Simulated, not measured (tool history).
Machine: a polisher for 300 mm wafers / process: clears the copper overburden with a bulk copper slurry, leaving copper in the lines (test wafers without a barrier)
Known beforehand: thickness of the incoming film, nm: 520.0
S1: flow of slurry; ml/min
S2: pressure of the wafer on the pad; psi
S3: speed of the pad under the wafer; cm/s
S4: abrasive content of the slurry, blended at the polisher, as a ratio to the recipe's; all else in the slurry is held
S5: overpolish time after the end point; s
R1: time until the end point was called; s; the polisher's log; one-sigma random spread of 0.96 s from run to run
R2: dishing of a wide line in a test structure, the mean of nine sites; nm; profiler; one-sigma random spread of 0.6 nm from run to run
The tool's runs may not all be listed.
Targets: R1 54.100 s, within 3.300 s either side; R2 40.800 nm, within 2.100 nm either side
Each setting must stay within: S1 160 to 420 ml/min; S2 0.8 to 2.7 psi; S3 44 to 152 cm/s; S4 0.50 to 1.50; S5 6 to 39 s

{"run": 1, "day": 0.0, "S1": 270, "S2": 1.7, "S3": 98, "S4": 1.0, "S5": 20, "R1": 88.688, "R2": 70.291}
{"run": 2, "day": 0.054, "S1": 270, "S2": 1.7, "S3": 98, "S4": 1.1, "S5": 20, "R1": 86.279, "R2": 69.099}
{"run": 3, "day": 0.108, "S1": 270, "S2": 1.7, "S3": 98, "S4": 1.1, "S5": 27, "R1": 83.914, "R2": 85.024}
{"run": 4, "day": 0.412, "S1": 290, "S2": 1.6, "S3": 106, "S4": 1.15, "S5": 24, "R1": 85.123, "R2": 80.534}
{"run": 5, "day": 0.75, "S1": 290, "S2": 1.6, "S3": 120, "S4": 1.15, "S5": 24, "R1": 76.644, "R2": 84.157}
{"run": 6, "day": 1.096, "S1": 290, "S2": 1.6, "S3": 120, "S4": 1.35, "S5": 24, "R1": 74.059, "R2": 84.774}
{"run": 7, "day": 1.258, "S1": 275, "S2": 1.6, "S3": 124, "S4": 1.35, "S5": 22, "R1": 70.568, "R2": 84.313}
{"run": 8, "day": 1.592, "S1": 295, "S2": 1.6, "S3": 128, "S4": 1.35, "S5": 20, "R1": 69.495, "R2": 81.885}
{"run": 9, "day": 1.692, "S1": 275, "S2": 1.5, "S3": 132, "S4": 1.35, "S5": 18, "R1": 72.16, "R2": 71.655}
{"run": 10, "day": 1.908, "S1": 260, "S2": 1.5, "S3": 134, "S4": 1.35, "S5": 16, "R1": 73.649, "R2": 66.039}
{"run": 11, "day": 2.067, "S1": 245, "S2": 1.5, "S3": 136, "S4": 1.35, "S5": 15, "R1": 72.169, "R2": 64.342}
{"run": 12, "day": 2.3, "S1": 235, "S2": 1.5, "S3": 138, "S4": 1.35, "S5": 14, "R1": 72.757, "R2": 59.583}
{"run": 13, "day": 2.504, "S1": 225, "S2": 1.5, "S3": 140, "S4": 1.35, "S5": 13, "R1": 67.813, "R2": 57.818}
{"run": 14, "day": 2.592, "S1": 215, "S2": 1.5, "S3": 142, "S4": 1.25, "S5": 12, "R1": 72.085, "R2": 55.96}
{"run": 15, "day": 2.854, "S1": 290, "S2": 1.1, "S3": 152, "S4": 1.5, "S5": 6, "R1": 85.972, "R2": 27.218}
{"run": 16, "day": 3.133, "S1": 305, "S2": 1.2, "S3": 152, "S4": 1.5, "S5": 6, "R1": 78.344, "R2": 28.813}
{"run": 17, "day": 3.167, "S1": 325, "S2": 1.7, "S3": 152, "S4": 1.5, "S5": 9, "R1": 56.543, "R2": 54.421}

Next run, 4 choices. One meets every target within its allowed miss, the rest don't. Which?
{"run": "A", "day": 3.2, "S1": 315, "S2": 1.9, "S3": 152, "S4": 1.5, "S5": 11, "R1": "?", "R2": "?"}
{"run": "B", "day": 3.2, "S1": 370, "S2": 1.8, "S3": 148, "S4": 1.5, "S5": 10, "R1": "?", "R2": "?"}
{"run": "C", "day": 3.2, "S1": 310, "S2": 2.1, "S3": 130, "S4": 1.25, "S5": 6, "R1": "?", "R2": "?"}
{"run": "D", "day": 3.2, "S1": 260, "S2": 1.6, "S3": 152, "S4": 1.5, "S5": 6, "R1": "?", "R2": "?"}

move=A R1=49.052 R2=70.154
move=B R1=52.341 R2=62.147
move=C R1=52.960 R2=41.637
move=D R1=58.772 R2=37.442
A: the biggest miss grows against the last run
B: the biggest miss grows against the last run
C: every result lands within tolerance
D: moves the result that the last run missed by most past its target, out the other side
Answer: C

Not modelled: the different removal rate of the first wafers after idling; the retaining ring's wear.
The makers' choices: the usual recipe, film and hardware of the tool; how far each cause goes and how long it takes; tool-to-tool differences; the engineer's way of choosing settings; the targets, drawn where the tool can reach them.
